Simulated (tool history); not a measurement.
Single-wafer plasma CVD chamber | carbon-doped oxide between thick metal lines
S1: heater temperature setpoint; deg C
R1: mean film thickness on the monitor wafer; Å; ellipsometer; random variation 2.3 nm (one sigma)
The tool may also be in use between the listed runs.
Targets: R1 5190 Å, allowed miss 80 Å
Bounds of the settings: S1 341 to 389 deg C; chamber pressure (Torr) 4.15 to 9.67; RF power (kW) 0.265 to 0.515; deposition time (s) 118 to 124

{"run": 1, "hour": 0.0, "S1": 365, "chamber pressure (Torr)": 6.91, "RF power (kW)": 0.39, "deposition time (s)": 124, "R1": 5820.4}
{"run": 2, "hour": 1.7, "S1": 365, "chamber pressure (Torr)": 6.91, "RF power (kW)": 0.39, "deposition time (s)": 124, "R1": 5806.1}
{"run": 3, "hour": 9.9, "S1": 365, "chamber pressure (Torr)": 7.79, "RF power (kW)": 0.39, "deposition time (s)": 124, "R1": 5836.6}
{"run": 4, "hour": 11.4, "S1": 366, "chamber pressure (Torr)": 7.76, "RF power (kW)": 0.385, "deposition time (s)": 124, "R1": 5752.5}
{"run": 5, "hour": 18.3, "S1": 367, "chamber pressure (Torr)": 7.74, "RF power (kW)": 0.38, "deposition time (s)": 124, "R1": 5678.2}
{"run": 6, "hour": 24.0, "S1": 371, "chamber pressure (Torr)": 7.74, "RF power (kW)": 0.38, "deposition time (s)": 124, "R1": 5601.8}
{"run": 7, "hour": 24.6, "S1": 372, "chamber pressure (Torr)": 7.72, "RF power (kW)": 0.38, "deposition time (s)": 124, "R1": 5586.9}
{"run": 8, "hour": 28.2, "S1": 373, "chamber pressure (Torr)": 7.7, "RF power (kW)": 0.38, "deposition time (s)": 124, "R1": 5590.9}
{"run": 9, "hour": 36.6, "S1": 374, "chamber pressure (Torr)": 7.68, "RF power (kW)": 0.375, "deposition time (s)": 124, "R1": 5477.8}
{"run": 10, "hour": 43.8, "S1": 375, "chamber pressure (Torr)": 7.65, "RF power (kW)": 0.375, "deposition time (s)": 124, "R1": 5428.4}
{"run": 11, "hour": 44.6, "S1": 376, "chamber pressure (Torr)": 7.62, "RF power (kW)": 0.375, "deposition time (s)": 124, "R1": 5485.5}
{"run": 12, "hour": 53.1, "S1": 377, "chamber pressure (Torr)": 7.32, "RF power (kW)": 0.345, "deposition time (s)": 124, "R1": 4999.1}
{"run": 13, "hour": 56.8, "S1": 377, "chamber pressure (Torr)": 7.32, "RF power (kW)": 0.345, "deposition time (s)": 124, "R1": 5003.7}
{"run": 14, "hour": 62.0, "S1": 376, "chamber pressure (Torr)": 7.36, "RF power (kW)": 0.345, "deposition time (s)": 124, "R1": 5015.2}
{"run": 15, "hour": 66.5, "S1": 375, "chamber pressure (Torr)": 7.4, "RF power (kW)": 0.345, "deposition time (s)": 124, "R1": 5045}
{"run": 16, "hour": 72.4, "S1": 374, "chamber pressure (Torr)": 7.43, "RF power (kW)": 0.345, "deposition time (s)": 124, "R1": 5047}
{"run": 17, "hour": 74.1, "S1": 373, "chamber pressure (Torr)": 7.46, "RF power (kW)": 0.345, "deposition time (s)": 124, "R1": 5002.2}
{"run": 18, "hour": 79.6, "S1": 373, "chamber pressure (Torr)": 7.47, "RF power (kW)": 0.345, "deposition time (s)": 124, "R1": 5069.2}

Which of these 4 next moves meets every target?
{"run": "A", "hour": 85.1, "S1": 370, "chamber pressure (Torr)": 8.46, "RF power (kW)": 0.37, "deposition time (s)": 118, "R1": "?"}
{"run": "B", "hour": 85.1, "S1": 372, "chamber pressure (Torr)": 7.29, "RF power (kW)": 0.345, "deposition time (s)": 122, "R1": "?"}
{"run": "C", "hour": 85.1, "S1": 371, "chamber pressure (Torr)": 5.8, "RF power (kW)": 0.34, "deposition time (s)": 124, "R1": "?"}
{"run": "D", "hour": 85.1, "S1": 362, "chamber pressure (Torr)": 5.62, "RF power (kW)": 0.355, "deposition time (s)": 118, "R1": "?"}

move=A R1=5231.5
move=B R1=4972.5
move=C R1=4925.9
move=D R1=5001.8
A: meets every target
B: further off than the last run
C: further off than the last run
D: further off than the last run
Answer: A

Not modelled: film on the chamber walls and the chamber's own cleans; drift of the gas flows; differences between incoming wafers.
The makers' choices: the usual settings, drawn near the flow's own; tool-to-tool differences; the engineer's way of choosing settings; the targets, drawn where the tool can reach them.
